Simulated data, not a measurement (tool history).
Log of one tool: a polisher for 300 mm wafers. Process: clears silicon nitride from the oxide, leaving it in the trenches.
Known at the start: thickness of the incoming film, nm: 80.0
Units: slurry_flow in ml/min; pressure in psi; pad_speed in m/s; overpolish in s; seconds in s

run 1 day=0 | slurry_flow=295 pressure=3.2 pad_speed=0.86 overpolish=24 | seconds=106.92
run 2 day=0.333 | slurry_flow=295 pressure=3.1 pad_speed=0.86 overpolish=24 | seconds=109.47
run 3 day=0.379 | slurry_flow=225 pressure=3.1 pad_speed=0.86 overpolish=24 | seconds=108.92
run 4 day=0.642 | slurry_flow=225 pressure=2.6 pad_speed=0.86 overpolish=24 | seconds=130.54
run 5 day=0.842 | slurry_flow=225 pressure=3.1 pad_speed=0.86 overpolish=24 | seconds=109.31
run 6 day=1.062 | slurry_flow=225 pressure=3 pad_speed=0.86 overpolish=24 | seconds=118.17

The next listed run, before its measurement:
run 7 day=1.283 | slurry_flow=225 pressure=2.9 pad_speed=0.86 overpolish=24 | seconds=?

{"run 7": {"seconds": 115.86}}

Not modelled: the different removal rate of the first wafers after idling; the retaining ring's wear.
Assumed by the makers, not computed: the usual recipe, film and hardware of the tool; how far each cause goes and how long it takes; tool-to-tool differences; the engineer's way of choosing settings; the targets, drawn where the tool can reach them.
